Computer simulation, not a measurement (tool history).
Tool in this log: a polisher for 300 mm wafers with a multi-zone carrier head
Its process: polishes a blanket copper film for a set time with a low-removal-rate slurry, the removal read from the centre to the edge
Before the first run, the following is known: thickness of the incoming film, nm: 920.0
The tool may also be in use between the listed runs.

run  hour  flow of slurry (ml/min)  pressure of the head's centre zone  pressure of the head's middle zone  pressure of the head's edge zone  abrasive content of the slurry  polishing time (s)  film removed at the wafer's centre (Å)  film removed at mid-radius (Å)  film removed at the wafer's edge (Å)
  1     0                      180                                   1                                   1                                 1                               1                  51                                  1752.2                          1646.1                                1728.5
  2   0.7                      180                                   1                                   1                              0.91                               1                  51                                    1744                          1659.6                                1681.6
  3   2.2                      185                                0.97                                0.99                              0.95                             1.1                  52                                  1775.5                          1767.8                                1799.3
  4    11                      185                                0.97                                0.99                              0.95                             1.1                  61                                  2082.3                            1975                                2105.5
  5  17.8                      185                                0.97                                0.99                              0.95                             1.1                  73                                  2477.4                          2438.4                                2479.1
  6  18.9                      155                                0.97                                0.99                              0.95                             1.1                  73                                  2393.7                          2387.2                                  2493
  7  22.3                      155                                0.95                                0.97                              0.95                            1.05                  73                                  2341.5                          2252.4                                2411.1
  8  25.8                      145                                0.92                                0.97                              0.96                            1.05                  73                                  2214.6                          2232.5                                2376.9
  9  31.7                      140                                 0.9                                0.96                              0.97                            1.05                  73                                  2144.9                          2222.5                                2409.1

What does the tool deliver on the next run?
 10  34.5                      135                                0.89                                0.95                              0.97                            1.05                  73                                       ?                               ?                                     ?

film removed at the wafer's centre (Å): 2125.9
film removed at mid-radius (Å): 2181.3
film removed at the wafer's edge (Å): 2370.9
